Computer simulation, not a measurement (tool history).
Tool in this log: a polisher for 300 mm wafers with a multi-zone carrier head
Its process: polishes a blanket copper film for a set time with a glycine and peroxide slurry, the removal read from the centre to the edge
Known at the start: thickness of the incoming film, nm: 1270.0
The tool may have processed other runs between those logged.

run	hour	flow of slurry (ml/min)	pressure of the head's centre zone	pressure of the head's middle zone	pressure of the head's edge zone	polishing time (s)	film removed at the wafer's centre (nm)	film removed at mid-radius (nm)	film removed at the wafer's edge (nm)
1	0	220	1	1	1	67	433.42	436.58	445.48
2	3.9	220	1	1	1	74	486.11	473.19	514.5
3	5.3	215	0.98	0.99	0.99	73	473.55	481.48	478.29
4	13.5	215	0.98	0.99	1.04	73	464.81	474.74	494.7
5	14.6	215	0.97	0.97	1.06	72	451.09	468.95	500.46
6	20.6	210	0.96	0.95	1.06	71	445.97	446.08	488.35
7	25.6	205	0.94	0.94	1.06	70	423.58	439.17	473.69
8	27	200	0.93	0.93	1.06	70	423.13	434.66	475.31
9	30.2	200	0.93	0.93	1.06	70	424.95	428.82	480.11
10	36.5	200	0.93	0.93	1.06	70	417.57	430.01	473.39
11	44.5	195	0.92	0.93	1.05	70	415.58	424.91	481.64
12	50	195	0.92	0.93	1.05	70	406.2	426.62	471.69

Predict the results of run 13:
13	55.3	190	0.92	0.93	1.04	70	?	?	?

film removed at the wafer's centre (nm): 411.9
film removed at mid-radius (nm): 412.5
film removed at the wafer's edge (nm): 476.75

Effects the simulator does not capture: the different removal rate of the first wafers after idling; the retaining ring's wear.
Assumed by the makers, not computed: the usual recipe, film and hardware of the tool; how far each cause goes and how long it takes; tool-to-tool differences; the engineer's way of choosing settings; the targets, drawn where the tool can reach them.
